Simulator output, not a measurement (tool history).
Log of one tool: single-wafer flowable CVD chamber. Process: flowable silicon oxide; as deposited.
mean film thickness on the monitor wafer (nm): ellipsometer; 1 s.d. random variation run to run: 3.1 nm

run  hour  heater temperature setpoint (deg C)  chamber pressure (Pa)  RF power (kW)  deposition time (s)  mean film thickness on the monitor wafer (nm)
  1     0                                  100                  115.7           1.55                  753                                         522.61
  2   3.4                                   91                  115.7           1.55                  753                                         738.54
  3   4.1                                   91                  115.7          1.765                  753                                         768.77
  4  12.8                                   95                  115.7          1.765                  753                                         655.69
  5  16.8                                   95                  115.7          1.765                  753                                         657.52
  6    26                                   95                    106          1.765                  753                                         602.62

Estimate the outcome of run 7 from the log above:
  7  29.8                                   93                    106          1.765                  753                                              ?

mean film thickness on the monitor wafer (nm): 644.23
